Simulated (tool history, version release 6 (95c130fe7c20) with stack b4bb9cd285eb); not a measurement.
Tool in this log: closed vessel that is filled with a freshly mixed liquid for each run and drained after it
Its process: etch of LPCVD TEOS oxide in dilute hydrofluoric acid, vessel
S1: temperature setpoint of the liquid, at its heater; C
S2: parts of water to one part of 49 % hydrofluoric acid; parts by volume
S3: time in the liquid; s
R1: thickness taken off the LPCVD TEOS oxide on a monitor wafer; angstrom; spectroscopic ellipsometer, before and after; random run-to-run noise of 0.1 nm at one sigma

run	hour	S1	S2	S3	R1
1	0.0	24.0	225	505	424.27
2	4.0	24.0	280	505	321.72
3	11.6	24.0	250	505	372.01
4	18.2	26.5	250	505	408.65
5	26.9	24.0	250	505	375.20
6	28.5	24.0	250	505	373.96
7	35.6	22.5	265	505	329.35
8	42.1	18.5	340	505	207.31

Run 9 comes next. What will it give?
9	46.4	18.0	340	505	?

{"run 9": {"R1": 204.29}}
